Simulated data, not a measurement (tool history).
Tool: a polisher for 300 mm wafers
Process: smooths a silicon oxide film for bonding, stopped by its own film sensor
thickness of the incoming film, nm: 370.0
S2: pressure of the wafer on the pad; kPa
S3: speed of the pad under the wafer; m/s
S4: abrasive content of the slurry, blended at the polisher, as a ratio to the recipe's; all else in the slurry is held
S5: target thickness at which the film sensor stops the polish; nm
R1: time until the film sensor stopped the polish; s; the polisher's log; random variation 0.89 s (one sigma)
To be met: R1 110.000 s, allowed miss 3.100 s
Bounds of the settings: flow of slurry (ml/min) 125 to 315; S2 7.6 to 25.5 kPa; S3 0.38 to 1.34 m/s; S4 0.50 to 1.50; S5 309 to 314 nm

Run 1, hour 0.0: flow of slurry (ml/min) 205, S2 16.5 kPa, S3 0.86 m/s, S4 1.00, S5 309 nm. Result: R1 84.978 s.
Run 2, hour 6.6: flow of slurry (ml/min) 205, S2 17.9 kPa, S3 0.86 m/s, S4 1.00, S5 309 nm. Result: R1 77.459 s.
Run 3, hour 15.2: flow of slurry (ml/min) 205, S2 17.9 kPa, S3 0.86 m/s, S4 0.90, S5 309 nm. Result: R1 80.980 s.
Run 4, hour 18.1: flow of slurry (ml/min) 200, S2 16.5 kPa, S3 0.86 m/s, S4 0.90, S5 309 nm. Result: R1 88.711 s.
Run 5, hour 27.0: flow of slurry (ml/min) 235, S2 16.5 kPa, S3 0.86 m/s, S4 0.90, S5 309 nm. Result: R1 87.034 s.
Run 6, hour 34.4: flow of slurry (ml/min) 230, S2 15.2 kPa, S3 0.86 m/s, S4 0.90, S5 309 nm. Result: R1 95.006 s.
Run 7, hour 42.4: flow of slurry (ml/min) 225, S2 14.5 kPa, S3 0.86 m/s, S4 0.90, S5 309 nm. Result: R1 99.759 s.
Run 8, hour 50.9: flow of slurry (ml/min) 220, S2 13.8 kPa, S3 0.86 m/s, S4 0.90, S5 309 nm. Result: R1 103.000 s.

Which of these 5 next moves meets every target?
Run A, hour 59.4: flow of slurry (ml/min) 225, S2 11.0 kPa, S3 0.84 m/s, S4 0.90, S5 314 nm. Result: R1 ?.
Run B, hour 59.4: flow of slurry (ml/min) 240, S2 13.1 kPa, S3 0.66 m/s, S4 1.05, S5 309 nm. Result: R1 ?.
Run C, hour 59.4: flow of slurry (ml/min) 185, S2 12.4 kPa, S3 0.94 m/s, S4 0.95, S5 309 nm. Result: R1 ?.
Run D, hour 59.4: flow of slurry (ml/min) 235, S2 13.1 kPa, S3 0.72 m/s, S4 0.95, S5 309 nm. Result: R1 ?.
Run E, hour 59.4: flow of slurry (ml/min) 250, S2 11.0 kPa, S3 0.90 m/s, S4 0.95, S5 309 nm. Result: R1 ?.

move       R1
   A  120.190
   B  119.150
   C  109.250
   D  118.360
   E  121.200
A: takes the result that was furthest off past its target
B: takes the result that was furthest off past its target
C: meets every target
D: takes the result that was furthest off past its target
E: takes the result that was furthest off past its target
Answer: C

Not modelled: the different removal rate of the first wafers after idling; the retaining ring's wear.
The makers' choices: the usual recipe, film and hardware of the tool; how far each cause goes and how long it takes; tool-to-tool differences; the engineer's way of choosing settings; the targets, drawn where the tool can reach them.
